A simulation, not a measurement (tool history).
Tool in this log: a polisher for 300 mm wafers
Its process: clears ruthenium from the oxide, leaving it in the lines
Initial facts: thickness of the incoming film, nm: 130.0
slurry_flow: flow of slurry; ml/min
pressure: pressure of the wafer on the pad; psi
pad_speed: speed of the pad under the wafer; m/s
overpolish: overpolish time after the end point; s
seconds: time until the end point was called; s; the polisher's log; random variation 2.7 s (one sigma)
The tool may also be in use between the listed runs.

{"run": 1, "hour": 0.0, "slurry_flow": 270, "pressure": 1.6, "pad_speed": 1.24, "overpolish": 38, "seconds": 121.6}
{"run": 2, "hour": 1.2, "slurry_flow": 270, "pressure": 1.6, "pad_speed": 1.12, "overpolish": 38, "seconds": 133.35}
{"run": 3, "hour": 8.5, "slurry_flow": 270, "pressure": 1.5, "pad_speed": 1.12, "overpolish": 38, "seconds": 137.92}
{"run": 4, "hour": 9.6, "slurry_flow": 270, "pressure": 1.7, "pad_speed": 1.12, "overpolish": 38, "seconds": 124.71}
{"run": 5, "hour": 17.6, "slurry_flow": 270, "pressure": 1.6, "pad_speed": 1.1, "overpolish": 38, "seconds": 135.0}
{"run": 6, "hour": 25.4, "slurry_flow": 270, "pressure": 1.6, "pad_speed": 1.1, "overpolish": 41, "seconds": 132.78}
{"hour": 33.4, "done": "slurry nozzle cleaned"}
{"run": 7, "hour": 33.4, "slurry_flow": 270, "pressure": 1.5, "pad_speed": 1.08, "overpolish": 41, "seconds": 140.61}

Estimate the outcome of run 8 from the log above:
{"run": 8, "hour": 34.2, "slurry_flow": 270, "pressure": 1.4, "pad_speed": 1.06, "overpolish": 41, "seconds": "?"}

Run 8 produced seconds 153.73 s.
